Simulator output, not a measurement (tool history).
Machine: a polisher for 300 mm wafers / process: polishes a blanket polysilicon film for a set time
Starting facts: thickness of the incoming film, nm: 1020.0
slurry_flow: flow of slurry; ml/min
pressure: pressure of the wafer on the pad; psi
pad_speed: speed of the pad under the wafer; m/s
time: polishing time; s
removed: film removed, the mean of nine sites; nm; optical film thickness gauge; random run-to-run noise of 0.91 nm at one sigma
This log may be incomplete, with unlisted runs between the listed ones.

run	hour	slurry_flow	pressure	pad_speed	time	removed
1	0	165	2.2	1.18	31	219.96
2	5.7	165	2.2	1.18	31	220.67
3	12.6	155	2	1.18	31	201.81
4	16.5	155	2	1.18	31	201.53
5	17.6	175	2	1.18	31	205.45
6	21.7	135	2	1.18	31	198.86
7	22.5	135	1.9	1.18	31	186.7
8	23.4	130	1.8	1.18	31	178.31
9	31.2	115	1.3	1.18	31	134.45
10	37.7	125	1.3	1.18	31	137.01
11	41.4	135	1.3	1.18	31	138.64
12	46.5	140	1.3	1.18	31	137.72
13	47.5	145	1.3	1.18	31	139.42
14	54.8	150	1.3	1.18	31	140.88
15	58.2	155	1.3	1.18	31	141.25
16	59.1	160	1.3	1.18	31	142.72
17	65.4	165	1.3	1.18	31	142.98

Run 18 is up next; what results do you expect?
18	74	170	1.3	1.18	31	?

{"run 18": {"removed": 142.94}}

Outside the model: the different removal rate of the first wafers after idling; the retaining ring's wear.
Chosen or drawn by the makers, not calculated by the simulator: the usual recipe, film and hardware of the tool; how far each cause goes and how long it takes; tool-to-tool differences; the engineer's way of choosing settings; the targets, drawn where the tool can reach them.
